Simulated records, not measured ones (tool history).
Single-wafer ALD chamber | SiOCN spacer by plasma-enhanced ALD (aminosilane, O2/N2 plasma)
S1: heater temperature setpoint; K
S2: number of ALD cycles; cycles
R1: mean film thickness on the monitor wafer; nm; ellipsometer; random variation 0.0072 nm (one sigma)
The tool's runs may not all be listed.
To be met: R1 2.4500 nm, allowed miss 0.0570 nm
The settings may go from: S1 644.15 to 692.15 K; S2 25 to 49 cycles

Run 1, day 0.000: S1 668.15 K, S2 37 cycles. Result: R1 2.0604 nm.
Run 2, day 0.229: S1 668.15 K, S2 38 cycles. Result: R1 2.1116 nm.
Run 3, day 0.438: S1 668.15 K, S2 36 cycles. Result: R1 2.0087 nm.
Run 4, day 0.596: S1 674.15 K, S2 36 cycles. Result: R1 2.0074 nm.
Run 5, day 0.754: S1 674.15 K, S2 38 cycles. Result: R1 2.1201 nm.
Run 6, day 1.083: S1 674.15 K, S2 36 cycles. Result: R1 1.9942 nm.
Run 7, day 1.383: S1 674.15 K, S2 38 cycles. Result: R1 2.1143 nm.
Run 8, day 1.425: S1 674.15 K, S2 39 cycles. Result: R1 2.1690 nm.
Run 9, day 1.671: S1 674.15 K, S2 40 cycles. Result: R1 2.2406 nm.
Run 10, day 1.929: S1 674.15 K, S2 41 cycles. Result: R1 2.2841 nm.
Run 11, day 2.071: S1 674.15 K, S2 42 cycles. Result: R1 2.3415 nm.

Which of these 5 next moves meets every target?
Run A, day 2.212: S1 676.15 K, S2 44 cycles. Result: R1 ?.
Run B, day 2.212: S1 675.15 K, S2 41 cycles. Result: R1 ?.
Run C, day 2.212: S1 672.15 K, S2 40 cycles. Result: R1 ?.
Run D, day 2.212: S1 668.15 K, S2 40 cycles. Result: R1 ?.
Run E, day 2.212: S1 678.15 K, S2 40 cycles. Result: R1 ?.

move      R1
   A  2.4400
   B  2.2797
   C  2.2318
   D  2.2318
   E  2.2064
A: meets every target
B: further off than the last run
C: further off than the last run
D: further off than the last run
E: further off than the last run
The right move is A.
